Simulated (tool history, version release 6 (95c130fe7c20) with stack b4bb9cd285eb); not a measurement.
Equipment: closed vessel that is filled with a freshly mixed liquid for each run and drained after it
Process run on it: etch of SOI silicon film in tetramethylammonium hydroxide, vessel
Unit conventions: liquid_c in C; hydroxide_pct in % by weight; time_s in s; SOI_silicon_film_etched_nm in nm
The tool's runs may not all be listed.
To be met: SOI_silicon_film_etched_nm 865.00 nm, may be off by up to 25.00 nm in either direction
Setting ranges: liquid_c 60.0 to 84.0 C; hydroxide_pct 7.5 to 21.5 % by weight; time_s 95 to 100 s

Run 1, hour 0.0: liquid_c 73.0 C, hydroxide_pct 14.5 % by weight, time_s 95 s. Result: SOI_silicon_film_etched_nm 751.99 nm.
Run 2, hour 8.8: liquid_c 76.5 C, hydroxide_pct 14.5 % by weight, time_s 95 s. Result: SOI_silicon_film_etched_nm 924.45 nm.
Run 3, hour 17.7: liquid_c 81.5 C, hydroxide_pct 14.5 % by weight, time_s 95 s. Result: SOI_silicon_film_etched_nm 1212.00 nm.
Run 4, hour 26.2: liquid_c 80.0 C, hydroxide_pct 14.5 % by weight, time_s 95 s. Result: SOI_silicon_film_etched_nm 1117.30 nm.
Run 5, hour 29.3: liquid_c 80.0 C, hydroxide_pct 14.5 % by weight, time_s 95 s. Result: SOI_silicon_film_etched_nm 1119.80 nm.
Run 6, hour 32.3: liquid_c 79.0 C, hydroxide_pct 14.5 % by weight, time_s 95 s. Result: SOI_silicon_film_etched_nm 1056.00 nm.
Run 7, hour 33.7: liquid_c 78.0 C, hydroxide_pct 14.5 % by weight, time_s 95 s. Result: SOI_silicon_film_etched_nm 1000.80 nm.
Run 8, hour 34.5: liquid_c 78.0 C, hydroxide_pct 14.5 % by weight, time_s 95 s. Result: SOI_silicon_film_etched_nm 999.30 nm.
Run 9, hour 39.2: liquid_c 77.5 C, hydroxide_pct 14.5 % by weight, time_s 95 s. Result: SOI_silicon_film_etched_nm 972.84 nm.
Run 10, hour 41.9: liquid_c 77.0 C, hydroxide_pct 14.5 % by weight, time_s 95 s. Result: SOI_silicon_film_etched_nm 944.44 nm.
Run 11, hour 42.5: liquid_c 76.5 C, hydroxide_pct 14.5 % by weight, time_s 95 s. Result: SOI_silicon_film_etched_nm 921.71 nm.

4 candidate next runs follow, results not yet known. Just one meets every target within its allowed miss. Identify it.
Run A, hour 43.1: liquid_c 74.0 C, hydroxide_pct 11.5 % by weight, time_s 100 s. Result: SOI_silicon_film_etched_nm ?.
Run B, hour 43.1: liquid_c 75.5 C, hydroxide_pct 16.5 % by weight, time_s 100 s. Result: SOI_silicon_film_etched_nm ?.
Run C, hour 43.1: liquid_c 77.5 C, hydroxide_pct 13.0 % by weight, time_s 95 s. Result: SOI_silicon_film_etched_nm ?.
Run D, hour 43.1: liquid_c 77.5 C, hydroxide_pct 13.5 % by weight, time_s 95 s. Result: SOI_silicon_film_etched_nm ?.

move  SOI_silicon_film_etched_nm
   A                      939.16
   B                      875.43
   C                     1034.10
   D                     1015.90
A: its largest miss is bigger than the last run's
B: every result lands within tolerance
C: its largest miss is bigger than the last run's
D: its largest miss is bigger than the last run's
Answer: B
